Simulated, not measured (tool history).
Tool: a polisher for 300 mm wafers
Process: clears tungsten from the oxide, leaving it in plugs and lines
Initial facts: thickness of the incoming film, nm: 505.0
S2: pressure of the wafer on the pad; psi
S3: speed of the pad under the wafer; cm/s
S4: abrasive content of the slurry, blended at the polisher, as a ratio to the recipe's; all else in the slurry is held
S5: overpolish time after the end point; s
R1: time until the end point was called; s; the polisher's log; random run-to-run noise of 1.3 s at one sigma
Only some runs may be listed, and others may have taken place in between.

Run 1, hour 0.0: flow of slurry (ml/min) 280, S2 3.5 psi, S3 104 cm/s, S4 1.0, S5 6 s. Result: R1 93.567 s.
Run 2, hour 2.0: flow of slurry (ml/min) 280, S2 3.7 psi, S3 104 cm/s, S4 1.0, S5 6 s. Result: R1 90.943 s.
Run 3, hour 4.2: flow of slurry (ml/min) 280, S2 3.0 psi, S3 104 cm/s, S4 1.0, S5 6 s. Result: R1 111.060 s.
Run 4, hour 11.2: flow of slurry (ml/min) 280, S2 3.0 psi, S3 122 cm/s, S4 1.0, S5 6 s. Result: R1 93.445 s.
Run 5, hour 16.3: flow of slurry (ml/min) 280, S2 3.2 psi, S3 122 cm/s, S4 1.0, S5 6 s. Result: R1 89.291 s.
Run 6, hour 22.3: flow of slurry (ml/min) 280, S2 3.4 psi, S3 122 cm/s, S4 1.0, S5 6 s. Result: R1 86.115 s.
Run 7, hour 28.2: flow of slurry (ml/min) 280, S2 3.5 psi, S3 122 cm/s, S4 1.0, S5 6 s. Result: R1 78.970 s.

Run 8 has not been measured yet. What should we expect?
Run 8, hour 35.3: flow of slurry (ml/min) 280, S2 3.6 psi, S3 122 cm/s, S4 1.0, S5 6 s. Result: R1 ?.

R1: 79.167 s

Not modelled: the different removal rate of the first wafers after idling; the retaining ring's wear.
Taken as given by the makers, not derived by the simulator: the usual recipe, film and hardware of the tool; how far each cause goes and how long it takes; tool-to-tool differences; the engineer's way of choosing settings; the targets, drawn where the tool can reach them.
